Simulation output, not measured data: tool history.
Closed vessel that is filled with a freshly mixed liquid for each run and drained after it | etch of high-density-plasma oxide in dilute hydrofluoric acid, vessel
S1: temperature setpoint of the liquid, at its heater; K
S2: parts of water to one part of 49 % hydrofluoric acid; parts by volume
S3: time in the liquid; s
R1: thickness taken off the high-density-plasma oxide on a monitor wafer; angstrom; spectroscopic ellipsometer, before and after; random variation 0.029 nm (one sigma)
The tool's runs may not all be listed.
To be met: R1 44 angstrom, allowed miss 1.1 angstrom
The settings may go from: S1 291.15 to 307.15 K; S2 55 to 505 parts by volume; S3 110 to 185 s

{"run": 1, "day": 0.0, "S1": 299.15, "S2": 280, "S3": 185, "R1": 29.684}
{"run": 2, "day": 0.275, "S1": 296.65, "S2": 280, "S3": 185, "R1": 27.343}
{"run": 3, "day": 0.533, "S1": 299.15, "S2": 270, "S3": 185, "R1": 31.16}
{"run": 4, "day": 0.612, "S1": 299.15, "S2": 340, "S3": 185, "R1": 23.048}
{"run": 5, "day": 0.954, "S1": 300.65, "S2": 340, "S3": 185, "R1": 24.384}
{"run": 6, "day": 1.008, "S1": 302.15, "S2": 340, "S3": 185, "R1": 25.439}
{"run": 7, "day": 1.367, "S1": 303.65, "S2": 315, "S3": 185, "R1": 29.58}
{"run": 8, "day": 1.442, "S1": 304.65, "S2": 295, "S3": 185, "R1": 33.673}
{"run": 9, "day": 1.671, "S1": 304.65, "S2": 295, "S3": 185, "R1": 33.816}

Which of these 5 next moves meets every target?
{"run": "A", "day": 1.9, "S1": 307.15, "S2": 280, "S3": 185, "R1": "?"}
{"run": "B", "day": 1.9, "S1": 303.15, "S2": 310, "S3": 185, "R1": "?"}
{"run": "C", "day": 1.9, "S1": 302.65, "S2": 335, "S3": 185, "R1": "?"}
{"run": "D", "day": 1.9, "S1": 303.65, "S2": 210, "S3": 185, "R1": "?"}
{"run": "E", "day": 1.9, "S1": 307.15, "S2": 255, "S3": 185, "R1": "?"}

move=A R1=38.75
move=B R1=29.812
move=C R1=26.436
move=D R1=50.208
move=E R1=43.876
A: nearer than the last run, and not there yet
B: further off than the last run
C: further off than the last run
D: takes the result that was furthest off past its target
E: meets every target
Move E is the one to make.

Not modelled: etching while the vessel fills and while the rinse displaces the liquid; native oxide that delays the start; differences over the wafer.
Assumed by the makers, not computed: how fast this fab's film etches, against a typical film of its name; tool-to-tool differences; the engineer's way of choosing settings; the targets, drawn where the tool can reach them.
